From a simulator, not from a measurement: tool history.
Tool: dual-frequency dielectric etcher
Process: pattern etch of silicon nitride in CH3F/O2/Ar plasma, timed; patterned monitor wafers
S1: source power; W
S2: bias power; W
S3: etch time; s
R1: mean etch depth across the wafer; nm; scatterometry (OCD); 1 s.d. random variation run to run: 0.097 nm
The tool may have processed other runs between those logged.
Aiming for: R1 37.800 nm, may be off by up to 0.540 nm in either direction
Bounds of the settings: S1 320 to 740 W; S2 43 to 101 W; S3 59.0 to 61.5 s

{"run": 1, "hour": 0.0, "S1": 530, "S2": 72, "S3": 59.0, "R1": 45.685}
{"run": 2, "hour": 5.7, "S1": 530, "S2": 66, "S3": 59.0, "R1": 44.544}
{"run": 3, "hour": 10.4, "S1": 460, "S2": 66, "S3": 59.0, "R1": 41.233}
{"run": 4, "hour": 15.7, "S1": 450, "S2": 66, "S3": 59.0, "R1": 40.31}
{"run": 5, "hour": 19.4, "S1": 440, "S2": 66, "S3": 59.0, "R1": 39.837}
{"run": 6, "hour": 20.1, "S1": 440, "S2": 66, "S3": 59.0, "R1": 39.888}
{"run": 7, "hour": 24.6, "S1": 360, "S2": 65, "S3": 59.0, "R1": 34.577}
{"run": 8, "hour": 31.6, "S1": 370, "S2": 65, "S3": 59.0, "R1": 35.297}
{"run": 9, "hour": 35.7, "S1": 380, "S2": 65, "S3": 59.0, "R1": 36.024}

4 next moves are on the table. One of them brings every result within its allowed miss. Which?
{"run": "A", "hour": 39.8, "S1": 350, "S2": 80, "S3": 61.5, "R1": "?"}
{"run": "B", "hour": 39.8, "S1": 340, "S2": 69, "S3": 61.5, "R1": "?"}
{"run": "C", "hour": 39.8, "S1": 420, "S2": 64, "S3": 60.0, "R1": "?"}
{"run": "D", "hour": 39.8, "S1": 400, "S2": 73, "S3": 59.5, "R1": "?"}

move=A R1=37.820
move=B R1=35.150
move=C R1=38.859
move=D R1=38.968
A: meets every target
B: lands further from the targets than the last run did
C: the result that was furthest off in the last run now lies on the other side of its target
D: the result that was furthest off in the last run now lies on the other side of its target
Go with A: it meets all targets.
